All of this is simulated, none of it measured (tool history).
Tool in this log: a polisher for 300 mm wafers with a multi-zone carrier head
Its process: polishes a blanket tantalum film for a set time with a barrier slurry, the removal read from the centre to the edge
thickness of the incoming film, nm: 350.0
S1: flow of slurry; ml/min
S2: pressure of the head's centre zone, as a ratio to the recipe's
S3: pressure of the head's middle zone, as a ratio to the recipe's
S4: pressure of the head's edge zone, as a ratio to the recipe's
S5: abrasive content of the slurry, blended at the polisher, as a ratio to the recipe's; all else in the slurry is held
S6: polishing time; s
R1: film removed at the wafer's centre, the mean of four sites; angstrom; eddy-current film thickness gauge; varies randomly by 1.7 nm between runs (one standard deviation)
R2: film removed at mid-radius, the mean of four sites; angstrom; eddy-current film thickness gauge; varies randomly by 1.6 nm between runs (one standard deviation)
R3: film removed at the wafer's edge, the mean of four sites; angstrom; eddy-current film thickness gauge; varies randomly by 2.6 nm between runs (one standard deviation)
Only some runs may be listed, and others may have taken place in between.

run 1 day=0 | S1=125 S2=1 S3=1 S4=1 S5=1 S6=71 | R1=1498.3 R2=1488 R3=1467
run 2 day=0.15 | S1=125 S2=1 S3=1 S4=1.08 S5=1 S6=71 | R1=1496.2 R2=1489.8 R3=1537.7
run 3 day=0.438 | S1=135 S2=1.02 S3=1 S4=1.09 S5=1 S6=71 | R1=1546.6 R2=1531.1 R3=1516.5
run 4 day=0.621 | S1=135 S2=1.02 S3=1 S4=1.09 S5=1 S6=86 | R1=1862.4 R2=1845.8 R3=1846.4
run 5 day=0.938 | S1=135 S2=1.04 S3=0.98 S4=1.09 S5=1 S6=86 | R1=1920.8 R2=1813.7 R3=1896.2
run 6 day=1.042 | S1=135 S2=1.05 S3=0.97 S4=1.07 S5=0.95 S6=86 | R1=1888.9 R2=1766.9 R3=1813.3

Run 7, settings as shown, results not yet in. Your forecast:
run 7 day=1.146 | S1=135 S2=1.06 S3=0.96 S4=1.07 S5=0.95 S6=86 | R1=? R2=? R3=?

{"run 7": {"R1": 1899.4, "R2": 1728.6, "R3": 1833.3}}
